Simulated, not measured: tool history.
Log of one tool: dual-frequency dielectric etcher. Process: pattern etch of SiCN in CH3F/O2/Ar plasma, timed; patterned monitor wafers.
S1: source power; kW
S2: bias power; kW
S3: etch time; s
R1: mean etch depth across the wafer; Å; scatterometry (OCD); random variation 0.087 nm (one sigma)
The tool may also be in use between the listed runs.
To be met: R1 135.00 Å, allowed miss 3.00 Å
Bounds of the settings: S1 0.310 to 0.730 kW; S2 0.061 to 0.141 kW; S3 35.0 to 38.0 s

Run 1, day 0.000: S1 0.520 kW, S2 0.101 kW, S3 38.0 s. Result: R1 175.58 Å.
Run 2, day 0.371: S1 0.570 kW, S2 0.101 kW, S3 38.0 s. Result: R1 179.87 Å.
Run 3, day 0.529: S1 0.540 kW, S2 0.094 kW, S3 37.5 s. Result: R1 167.22 Å.
Run 4, day 0.675: S1 0.540 kW, S2 0.094 kW, S3 35.0 s. Result: R1 157.72 Å.
Run 5, day 0.842: S1 0.540 kW, S2 0.102 kW, S3 35.0 s. Result: R1 162.30 Å.
Run 6, day 0.971: S1 0.540 kW, S2 0.102 kW, S3 38.0 s. Result: R1 175.17 Å.
Run 7, day 1.146: S1 0.510 kW, S2 0.097 kW, S3 38.0 s. Result: R1 170.05 Å.
Run 8, day 1.504: S1 0.490 kW, S2 0.091 kW, S3 38.0 s. Result: R1 163.40 Å.
Run 9, day 1.721: S1 0.470 kW, S2 0.087 kW, S3 38.0 s. Result: R1 155.61 Å.
Run 10, day 1.783: S1 0.450 kW, S2 0.085 kW, S3 38.0 s. Result: R1 151.57 Å.

Which of these 4 next moves meets every target?
Run A, day 1.846: S1 0.520 kW, S2 0.096 kW, S3 38.0 s. Result: R1 ?.
Run B, day 1.846: S1 0.380 kW, S2 0.082 kW, S3 36.0 s. Result: R1 ?.
Run C, day 1.846: S1 0.510 kW, S2 0.077 kW, S3 36.5 s. Result: R1 ?.
Run D, day 1.846: S1 0.530 kW, S2 0.091 kW, S3 38.0 s. Result: R1 ?.

move      R1
   A  169.74
   B  133.91
   C  143.68
   D  165.95
A: further off than the last run
B: meets every target
C: nearer than the last run, and not there yet
D: further off than the last run
Move B is the one to make.
